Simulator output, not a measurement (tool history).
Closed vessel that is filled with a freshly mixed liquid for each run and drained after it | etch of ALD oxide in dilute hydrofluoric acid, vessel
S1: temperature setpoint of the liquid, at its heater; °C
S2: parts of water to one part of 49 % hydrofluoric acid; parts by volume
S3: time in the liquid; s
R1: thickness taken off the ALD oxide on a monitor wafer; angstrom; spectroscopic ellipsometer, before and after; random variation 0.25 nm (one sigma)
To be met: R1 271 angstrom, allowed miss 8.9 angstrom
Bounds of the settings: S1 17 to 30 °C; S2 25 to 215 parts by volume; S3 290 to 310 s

| run | day | S1 | S2 | S3 | R1 |
|---|---|---|---|---|---|
| 1 | 0 | 22 | 120 | 290 | 418.96 |
| 2 | 0.296 | 22 | 120 | 290 | 416.71 |
| 3 | 0.625 | 22 | 85 | 290 | 615.65 |
| 4 | 0.996 | 21 | 100 | 290 | 495.73 |
| 5 | 1.225 | 20 | 110 | 290 | 427.16 |
|  | 1.571 | hydrofluoric acid flow meter replaced |
| 6 | 1.571 | 20 | 110 | 310 | 490.05 |
| 7 | 1.783 | 19.5 | 125 | 310 | 416.82 |
| 8 | 2.142 | 19 | 135 | 310 | 375.2 |
| 9 | 2.258 | 18.5 | 145 | 310 | 334.13 |
| 10 | 2.554 | 18 | 150 | 310 | 315.36 |
| 11 | 2.742 | 18 | 155 | 310 | 306.87 |

5 next moves are on the table. One of them brings every result within its allowed miss. Which?
| A | 2.929 | 18.5 | 175 | 295 | ? |
| B | 2.929 | 18 | 170 | 290 | ? |
| C | 2.929 | 17 | 165 | 290 | ? |
| D | 2.929 | 17 | 175 | 300 | ? |
| E | 2.929 | 18 | 160 | 290 | ? |

| move | R1 |
|---|---|
| A | 256.05 |
| B | 255.22 |
| C | 253.76 |
| D | 245.18 |
| E | 273.83 |
A: takes the result that was furthest off past its target
B: takes the result that was furthest off past its target
C: takes the result that was furthest off past its target
D: takes the result that was furthest off past its target
E: meets every target
Move E is the one to make.

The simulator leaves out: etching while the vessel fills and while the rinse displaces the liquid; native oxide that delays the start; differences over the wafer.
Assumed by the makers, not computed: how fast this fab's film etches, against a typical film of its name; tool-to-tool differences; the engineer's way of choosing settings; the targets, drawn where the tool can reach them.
